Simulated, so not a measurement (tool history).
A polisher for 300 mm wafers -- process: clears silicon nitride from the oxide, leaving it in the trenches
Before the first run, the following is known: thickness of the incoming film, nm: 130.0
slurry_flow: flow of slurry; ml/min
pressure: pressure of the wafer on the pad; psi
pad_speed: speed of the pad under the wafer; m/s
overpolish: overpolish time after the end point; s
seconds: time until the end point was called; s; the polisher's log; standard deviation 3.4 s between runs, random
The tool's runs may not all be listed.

run	hour	slurry_flow	pressure	pad_speed	overpolish	seconds
1	0.0	305	3.2	0.96	8	123.98
2	1.4	260	3.2	0.96	8	127.21
3	7.5	260	3.2	0.96	8	124.43
4	13.1	260	3.2	1.12	8	115.45
5	14.1	260	2.8	1.08	8	130.14
6	18.4	260	2.5	1.04	8	152.19
7	27.4	260	2.3	1.04	8	162.20
8	32.4	260	2.1	1.04	8	179.64
9	34.2	260	2.0	1.04	8	188.83

Forecast run 10:
10	39.7	260	1.5	1.02	8	?

For run 10 the tool returned seconds 245.44 s.
